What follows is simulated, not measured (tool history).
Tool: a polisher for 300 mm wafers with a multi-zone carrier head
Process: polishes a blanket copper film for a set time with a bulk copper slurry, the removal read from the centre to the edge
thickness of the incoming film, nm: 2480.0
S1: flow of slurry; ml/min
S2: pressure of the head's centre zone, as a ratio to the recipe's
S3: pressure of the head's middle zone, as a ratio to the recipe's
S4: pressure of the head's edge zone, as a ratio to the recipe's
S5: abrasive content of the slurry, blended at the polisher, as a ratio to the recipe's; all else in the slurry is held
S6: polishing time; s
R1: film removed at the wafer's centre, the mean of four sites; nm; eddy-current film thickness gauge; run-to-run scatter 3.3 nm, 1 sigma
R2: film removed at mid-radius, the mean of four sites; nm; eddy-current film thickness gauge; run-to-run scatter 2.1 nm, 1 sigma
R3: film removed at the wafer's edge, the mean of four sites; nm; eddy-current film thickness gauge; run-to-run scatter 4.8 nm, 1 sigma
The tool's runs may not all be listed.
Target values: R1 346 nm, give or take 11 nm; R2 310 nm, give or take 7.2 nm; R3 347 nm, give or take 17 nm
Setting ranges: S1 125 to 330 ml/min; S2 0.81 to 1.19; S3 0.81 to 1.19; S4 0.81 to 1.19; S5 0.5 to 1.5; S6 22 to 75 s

| run | hour | S1 | S2 | S3 | S4 | S5 | S6 | R1 | R2 | R3 |
|---|---|---|---|---|---|---|---|---|---|---|
| 1 | 0 | 210 | 1 | 1 | 1 | 1 | 48 | 629.12 | 624.06 | 641.99 |
| 2 | 8.6 | 210 | 1 | 1 | 1 | 0.8 | 48 | 593.7 | 586.74 | 601.72 |
| 3 | 16.5 | 195 | 0.98 | 0.95 | 0.96 | 0.7 | 42 | 467.78 | 459.82 | 499.56 |
| 4 | 20.9 | 195 | 0.98 | 0.95 | 0.96 | 0.8 | 42 | 503.31 | 486.14 | 512.8 |
| 5 | 28.7 | 185 | 0.97 | 0.91 | 0.92 | 0.7 | 39 | 434.58 | 409.87 | 445.02 |
| 6 | 32.7 | 185 | 0.97 | 0.83 | 0.92 | 0.7 | 39 | 426.49 | 380.41 | 433.87 |
| 7 | 37.6 | 175 | 0.96 | 0.82 | 0.89 | 0.65 | 38 | 401.93 | 353.14 | 404.08 |
| 8 | 40.5 | 165 | 0.95 | 0.82 | 0.86 | 0.6 | 38 | 377.73 | 333.65 | 393.47 |
| 9 | 44.1 | 185 | 0.95 | 0.83 | 0.84 | 0.55 | 37 | 367.58 | 334.6 | 377.29 |
| 10 | 48.6 | 185 | 0.95 | 0.83 | 0.83 | 0.55 | 36 | 355.5 | 323.1 | 358.06 |
| 11 | 56.4 | 150 | 0.95 | 0.81 | 0.81 | 0.55 | 36 | 332.91 | 299.23 | 338.11 |
| 12 | 59.9 | 155 | 0.95 | 0.81 | 0.81 | 0.55 | 36 | 339.58 | 305.56 | 350.97 |

Which of these 4 next moves meets every target?
| A | 63.4 | 160 | 0.93 | 0.88 | 0.82 | 0.75 | 31 | ? | ? | ? |
| B | 63.4 | 200 | 0.89 | 0.83 | 0.82 | 0.6 | 33 | ? | ? | ? |
| C | 63.4 | 160 | 0.96 | 0.83 | 0.81 | 0.55 | 36 | ? | ? | ? |
| D | 63.4 | 185 | 0.91 | 0.81 | 0.86 | 0.6 | 33 | ? | ? | ? |

| move | R1 | R2 | R3 |
|---|---|---|---|
| A | 319.42 | 312 | 333.78 |
| B | 326.24 | 314.58 | 346.25 |
| C | 346.53 | 312.49 | 349.32 |
| D | 325.85 | 302.08 | 348.23 |
A: corrects the largest miss of the last run, while another result sits out of spec
B: corrects the largest miss of the last run, while another result sits out of spec
C: all results in spec
D: misses by more than the last run did
So the answer is move C, the one that meets all the targets.
